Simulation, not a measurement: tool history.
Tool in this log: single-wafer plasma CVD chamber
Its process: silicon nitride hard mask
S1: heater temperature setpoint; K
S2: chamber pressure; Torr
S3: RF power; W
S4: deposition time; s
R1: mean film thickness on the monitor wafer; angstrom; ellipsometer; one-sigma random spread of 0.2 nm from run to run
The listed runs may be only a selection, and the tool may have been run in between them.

Run 1, day 0.000: S1 678.15 K, S2 1.84 Torr, S3 295 W, S4 51.3 s. Result: R1 556.88 angstrom.
Run 2, day 0.033: S1 678.15 K, S2 1.94 Torr, S3 300 W, S4 51.3 s. Result: R1 574.68 angstrom.
Run 3, day 0.196: S1 678.15 K, S2 1.94 Torr, S3 275 W, S4 51.3 s. Result: R1 548.06 angstrom.
Run 4, day 0.492: S1 673.15 K, S2 1.94 Torr, S3 275 W, S4 51.3 s. Result: R1 549.66 angstrom.
Run 5, day 0.833: S1 682.15 K, S2 1.94 Torr, S3 275 W, S4 51.3 s. Result: R1 547.21 angstrom.
Run 6, day 1.192: S1 682.15 K, S2 1.94 Torr, S3 275 W, S4 48.9 s. Result: R1 522.95 angstrom.
Run 7, day 1.371: S1 682.15 K, S2 2.04 Torr, S3 285 W, S4 49.0 s. Result: R1 548.99 angstrom.

Predict the results of run 8:
Run 8, day 1.642: S1 682.15 K, S2 2.13 Torr, S3 290 W, S4 49.0 s. Result: R1 ?.

Run 8 yielded R1 558.97 angstrom.
